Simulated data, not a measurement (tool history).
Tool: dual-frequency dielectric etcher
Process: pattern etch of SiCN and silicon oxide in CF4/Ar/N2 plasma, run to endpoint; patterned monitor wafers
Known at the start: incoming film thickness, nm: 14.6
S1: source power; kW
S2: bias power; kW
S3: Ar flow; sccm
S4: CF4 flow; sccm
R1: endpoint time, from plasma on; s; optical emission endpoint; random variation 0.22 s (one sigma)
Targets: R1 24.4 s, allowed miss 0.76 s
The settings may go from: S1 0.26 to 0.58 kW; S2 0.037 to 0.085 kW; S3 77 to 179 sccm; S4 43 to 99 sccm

| run | hour | S1 | S2 | S3 | S4 | R1 |
|---|---|---|---|---|---|---|
| 1 | 0 | 0.42 | 0.061 | 128 | 71 | 19.12 |
| 2 | 8.7 | 0.4 | 0.061 | 128 | 71 | 19.75 |
| 3 | 10.3 | 0.39 | 0.061 | 128 | 71 | 20.441 |
| 4 | 18.3 | 0.38 | 0.061 | 128 | 71 | 20.732 |
| 5 | 27.1 | 0.38 | 0.066 | 128 | 71 | 20.149 |
| 6 | 33.7 | 0.38 | 0.066 | 128 | 60 | 20.646 |
| 7 | 37 | 0.37 | 0.066 | 128 | 60 | 20.87 |
| 8 | 38.4 | 0.36 | 0.066 | 128 | 60 | 21.142 |
| 9 | 45.9 | 0.35 | 0.066 | 128 | 60 | 21.518 |
| 10 | 48.5 | 0.34 | 0.066 | 128 | 60 | 21.922 |

Which of these 5 next moves meets every target?
| A | 51.1 | 0.28 | 0.06 | 143 | 57 | ? |
| B | 51.1 | 0.38 | 0.059 | 96 | 52 | ? |
| C | 51.1 | 0.28 | 0.062 | 78 | 53 | ? |
| D | 51.1 | 0.4 | 0.073 | 126 | 64 | ? |
| E | 51.1 | 0.3 | 0.075 | 135 | 60 | ? |

| move | R1 |
|---|---|
| A | 26.007 |
| B | 20.504 |
| C | 23.971 |
| D | 18.405 |
| E | 22.477 |
A: takes the result that was furthest off past its target
B: further off than the last run
C: meets every target
D: further off than the last run
E: nearer than the last run, and not there yet
The right move is C.
